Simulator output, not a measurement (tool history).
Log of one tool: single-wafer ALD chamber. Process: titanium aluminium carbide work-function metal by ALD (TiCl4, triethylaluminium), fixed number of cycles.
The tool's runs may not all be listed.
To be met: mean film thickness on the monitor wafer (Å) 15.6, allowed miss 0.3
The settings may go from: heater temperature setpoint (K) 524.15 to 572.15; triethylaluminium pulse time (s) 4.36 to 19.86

run	hour	heater temperature setpoint (K)	triethylaluminium pulse time (s)	mean film thickness on the monitor wafer (Å)
1	0	548.15	12.11	17.113
2	0.8	555.15	12.11	17.673
3	2.4	548.15	11.33	16.935
4	10.3	544.15	10.88	16.588
5	18.2	555.15	10.88	17.505
6	26.8	555.15	8.81	16.752
7	35.4	552.15	8.44	16.313
# hour 37.8: triethylaluminium bottle replaced
8	37.8	550.15	8.26	16.744
9	42.8	546.15	7.3	16.079

Which of these 4 next moves meets every target?
A	47.8	542.15	8.97	?
B	47.8	548.15	6.26	?
C	47.8	544.15	8.63	?
D	47.8	542.15	6.12	?

move	mean film thickness on the monitor wafer (Å)
A	16.28
B	15.573
C	16.363
D	14.97
A: further off than the last run
B: meets every target
C: further off than the last run
D: takes the result that was furthest off past its target
Move B is the one to make.
